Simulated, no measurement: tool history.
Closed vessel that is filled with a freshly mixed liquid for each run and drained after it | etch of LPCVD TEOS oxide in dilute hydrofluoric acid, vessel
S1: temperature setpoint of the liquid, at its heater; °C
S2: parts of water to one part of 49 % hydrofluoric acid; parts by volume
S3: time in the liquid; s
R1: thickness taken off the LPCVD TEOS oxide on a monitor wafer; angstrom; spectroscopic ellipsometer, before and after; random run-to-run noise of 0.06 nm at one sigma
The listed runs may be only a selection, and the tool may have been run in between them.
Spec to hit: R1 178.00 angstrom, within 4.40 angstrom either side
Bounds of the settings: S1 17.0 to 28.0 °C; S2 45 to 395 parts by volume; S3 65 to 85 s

run	day	S1	S2	S3	R1
1	0.000	20.0	220	85	143.52
2	0.229	21.5	220	85	152.00
3	0.379	19.5	220	85	141.04
4	0.717	17.0	220	85	128.20
5	0.954	19.5	220	85	141.07
6	1.062	19.5	220	85	140.03
7	1.300	21.5	220	85	152.13
8	1.504	22.5	220	85	158.11
9	1.546	23.5	220	85	164.08
10	1.725	24.0	220	85	166.30
11	1.921	24.5	220	85	169.87

Exercise: of the 5 proposed moves below, exactly one satisfies all targets within the stated allowed misses. Which move is it?
A	2.117	25.0	225	85	?
B	2.117	20.0	195	85	?
C	2.117	25.0	205	85	?
D	2.117	24.0	200	80	?
E	2.117	25.5	215	80	?

move	R1
A	168.11
B	165.98
C	188.55
D	176.30
E	170.42
A: its largest miss is bigger than the last run's
B: its largest miss is bigger than the last run's
C: takes the result that was furthest off past its target
D: meets every target
E: better than the last run, though not everything is in spec
The right move is D.
